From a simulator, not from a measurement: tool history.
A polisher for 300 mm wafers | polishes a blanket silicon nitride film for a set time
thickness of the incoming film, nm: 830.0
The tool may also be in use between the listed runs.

| run | day | flow of slurry (ml/min) | pressure of the wafer on the pad (kPa) | speed of the pad under the wafer (cm/s) | polishing time (s) | film removed (angstrom) |
|---|---|---|---|---|---|---|
| 1 | 0.000 | 160 | 22.1 | 100 | 24 | 438.96 |
| 2 | 0.062 | 160 | 23.4 | 100 | 24 | 465.35 |
| 3 | 0.146 | 160 | 26.9 | 100 | 24 | 521.27 |
| 4 | 0.212 | 160 | 22.1 | 100 | 24 | 448.03 |
| 5 | 0.496 | 160 | 22.1 | 90 | 24 | 391.70 |
| 6 | 0.771 | 160 | 17.2 | 90 | 24 | 312.02 |
| 7 | 1.000 | 160 | 20.7 | 92 | 24 | 383.22 |
| 8 | 1.225 | 160 | 22.8 | 92 | 24 | 427.20 |
| 9 | 1.442 | 160 | 24.1 | 92 | 24 | 441.05 |

Forecast run 10:
| 10 | 1.712 | 160 | 25.5 | 92 | 24 | ? |

{"run 10": {"film removed (angstrom)": 463.15}}

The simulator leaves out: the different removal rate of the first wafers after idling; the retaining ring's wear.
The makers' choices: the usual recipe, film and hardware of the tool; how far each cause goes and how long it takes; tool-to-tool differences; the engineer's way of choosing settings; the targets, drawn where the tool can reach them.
